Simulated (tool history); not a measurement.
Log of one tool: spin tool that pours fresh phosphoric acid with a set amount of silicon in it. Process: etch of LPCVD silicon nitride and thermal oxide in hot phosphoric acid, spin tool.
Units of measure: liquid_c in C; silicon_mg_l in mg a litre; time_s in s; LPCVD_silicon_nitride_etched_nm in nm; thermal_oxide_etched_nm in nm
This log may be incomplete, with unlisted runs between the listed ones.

| run | day | liquid_c | silicon_mg_l | time_s | LPCVD_silicon_nitride_etched_nm | thermal_oxide_etched_nm |
|---|---|---|---|---|---|---|
| 1 | 0 | 162 | 25.5 | 180 | 16.287 | 0.28695 |
| 2 | 0.362 | 161 | 19.5 | 155 | 13.598 | 0.24901 |
| 3 | 0.567 | 161 | 26 | 155 | 13.614 | 0.28024 |
| 4 | 0.738 | 161 | 26 | 95 | 8.237 | 0.12254 |
| 5 | 0.783 | 160.5 | 18.5 | 100 | 8.5451 | 0.20859 |
| 6 | 0.879 | 160.5 | 18.5 | 175 | 14.912 | 0.33873 |
| 7 | 1.171 | 159.5 | 15.5 | 160 | 12.996 | 0.2858 |

Run 8 is up next; what results do you expect?
| 8 | 1.338 | 159 | 11 | 150 | ? | ? |

For run 8 the tool returned LPCVD_silicon_nitride_etched_nm 12.318 nm, thermal_oxide_etched_nm 0.27083 nm.
